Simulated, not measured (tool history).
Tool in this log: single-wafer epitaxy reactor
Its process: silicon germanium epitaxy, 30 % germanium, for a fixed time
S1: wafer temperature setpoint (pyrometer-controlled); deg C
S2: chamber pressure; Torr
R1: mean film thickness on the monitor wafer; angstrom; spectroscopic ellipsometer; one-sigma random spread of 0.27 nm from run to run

Run 1, hour 0.0: S1 620 deg C, S2 15.9 Torr. Result: R1 745.05 angstrom.
Run 2, hour 8.3: S1 620 deg C, S2 18.4 Torr. Result: R1 773.38 angstrom.
Run 3, hour 11.1: S1 620 deg C, S2 20.2 Torr. Result: R1 790.75 angstrom.
Run 4, hour 16.2: S1 628 deg C, S2 20.2 Torr. Result: R1 921.50 angstrom.
Run 5, hour 17.8: S1 628 deg C, S2 21.8 Torr. Result: R1 944.11 angstrom.
Run 6, hour 25.6: S1 618 deg C, S2 21.8 Torr. Result: R1 775.20 angstrom.

The next listed run, before its measurement:
Run 7, hour 28.7: S1 616 deg C, S2 21.7 Torr. Result: R1 ?.

Logged for run 7: R1 741.26 angstrom.

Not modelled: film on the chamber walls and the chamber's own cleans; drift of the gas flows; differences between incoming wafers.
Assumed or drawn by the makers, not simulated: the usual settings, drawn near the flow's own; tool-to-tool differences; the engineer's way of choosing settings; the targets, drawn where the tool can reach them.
